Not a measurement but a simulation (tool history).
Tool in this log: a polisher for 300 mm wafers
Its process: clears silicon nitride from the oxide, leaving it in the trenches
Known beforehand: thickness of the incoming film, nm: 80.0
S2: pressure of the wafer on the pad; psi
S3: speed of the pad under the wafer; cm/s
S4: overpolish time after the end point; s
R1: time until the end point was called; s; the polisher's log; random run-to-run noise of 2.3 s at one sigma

{"run": 1, "day": 0.0, "flow of slurry (ml/min)": 130, "S2": 1.9, "S3": 84, "S4": 7, "R1": 166.29}
{"run": 2, "day": 0.375, "flow of slurry (ml/min)": 130, "S2": 1.9, "S3": 84, "S4": 6, "R1": 167.41}
{"run": 3, "day": 0.746, "flow of slurry (ml/min)": 130, "S2": 1.8, "S3": 84, "S4": 6, "R1": 174.1}
{"run": 4, "day": 0.904, "flow of slurry (ml/min)": 130, "S2": 1.8, "S3": 98, "S4": 6, "R1": 156.82}
{"run": 5, "day": 1.017, "flow of slurry (ml/min)": 130, "S2": 1.7, "S3": 98, "S4": 6, "R1": 170.49}
{"run": 6, "day": 1.096, "flow of slurry (ml/min)": 125, "S2": 1.6, "S3": 98, "S4": 6, "R1": 176.38}

Forecast run 7:
{"run": 7, "day": 1.321, "flow of slurry (ml/min)": 125, "S2": 1.5, "S3": 98, "S4": 6, "R1": "?"}

R1: 189.14 s

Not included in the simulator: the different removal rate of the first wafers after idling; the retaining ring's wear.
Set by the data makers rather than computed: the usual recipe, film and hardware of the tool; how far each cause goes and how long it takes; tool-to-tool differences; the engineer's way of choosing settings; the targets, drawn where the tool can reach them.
